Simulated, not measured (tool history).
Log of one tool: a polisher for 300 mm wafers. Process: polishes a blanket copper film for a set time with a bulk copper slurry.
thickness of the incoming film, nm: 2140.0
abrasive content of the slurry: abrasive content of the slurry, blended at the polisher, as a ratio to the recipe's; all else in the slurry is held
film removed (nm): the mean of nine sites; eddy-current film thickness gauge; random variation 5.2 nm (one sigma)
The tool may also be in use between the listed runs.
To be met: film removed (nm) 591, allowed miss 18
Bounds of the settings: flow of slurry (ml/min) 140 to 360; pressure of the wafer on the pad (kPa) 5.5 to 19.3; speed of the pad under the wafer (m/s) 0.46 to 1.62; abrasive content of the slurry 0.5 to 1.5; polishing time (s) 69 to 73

run	day	flow of slurry (ml/min)	pressure of the wafer on the pad (kPa)	speed of the pad under the wafer (m/s)	abrasive content of the slurry	polishing time (s)	film removed (nm)
1	0	230	12.4	1.04	1	69	386.6
2	0.142	230	14.5	1.04	1	69	436.27
3	0.475	230	14.5	0.8	1	69	341.36
4	0.65	230	14.5	0.8	0.8	69	319.37
5	0.883	230	15.2	0.84	0.8	69	349.84
6	1.083	230	15.9	0.88	0.8	69	372.57
7	1.304	230	16.5	0.92	0.8	69	402.89
8	1.558	230	17.2	0.96	0.8	69	436.22
9	1.725	230	17.2	0.98	0.8	69	445.85
10	1.958	230	17.2	1	0.8	69	456.71
11	2.3	230	17.2	1.02	0.8	69	461.99
12	2.479	230	17.2	1.04	0.8	69	465.09
13	2.721	230	17.2	1.06	0.8	69	478.24
14	2.942	230	17.2	1.08	0.8	69	486.64
15	2.962	230	17.2	1.1	0.8	69	496.66
16	3.004	245	19.3	1.1	0.8	69	543.52
17	3.15	245	19.3	1.1	0.8	69	548.8

5 next moves are on the table. One of them brings every result within its allowed miss. Which?
A	3.296	325	17.2	1.08	0.75	69	?
B	3.296	250	18.6	1	0.75	69	?
C	3.296	250	19.3	0.96	0.75	73	?
D	3.296	235	18.6	1.06	0.8	69	?
E	3.296	260	17.9	1.28	0.65	72	?

move	film removed (nm)
A	499.99
B	480.11
C	502.6
D	514.29
E	593.49
A: further off than the last run
B: further off than the last run
C: further off than the last run
D: further off than the last run
E: meets every target
Answer: E
